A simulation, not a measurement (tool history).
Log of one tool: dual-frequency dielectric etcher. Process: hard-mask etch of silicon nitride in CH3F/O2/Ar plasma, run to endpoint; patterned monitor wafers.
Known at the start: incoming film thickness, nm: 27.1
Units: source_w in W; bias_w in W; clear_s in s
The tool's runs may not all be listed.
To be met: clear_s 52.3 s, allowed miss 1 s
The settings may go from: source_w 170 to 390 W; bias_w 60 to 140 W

| run | hour | source_w | bias_w | clear_s |
|---|---|---|---|---|
| 1 | 0 | 280 | 100 | 39.688 |
| 2 | 6.8 | 260 | 94 | 42.93 |
| 3 | 9.6 | 260 | 108 | 39.78 |
| 4 | 11.7 | 260 | 92 | 42.85 |
| 5 | 14.2 | 260 | 79 | 46.531 |
| 6 | 21.4 | 250 | 79 | 47.36 |
| 7 | 24 | 240 | 79 | 47.316 |
| 8 | 32.2 | 230 | 78 | 48.603 |
| 9 | 41.1 | 220 | 78 | 48.919 |
| 10 | 43.5 | 210 | 77 | 50.144 |

5 next moves are on the table. One of them brings every result within its allowed miss. Which?
| A | 45.9 | 220 | 80 | ? |
| B | 45.9 | 230 | 85 | ? |
| C | 45.9 | 250 | 65 | ? |
| D | 45.9 | 240 | 78 | ? |
| E | 45.9 | 260 | 71 | ? |

| move | clear_s |
|---|---|
| A | 48.641 |
| B | 46.453 |
| C | 51.969 |
| D | 47.871 |
| E | 48.927 |
A: further off than the last run
B: further off than the last run
C: meets every target
D: further off than the last run
E: further off than the last run
Move C is the one to make.
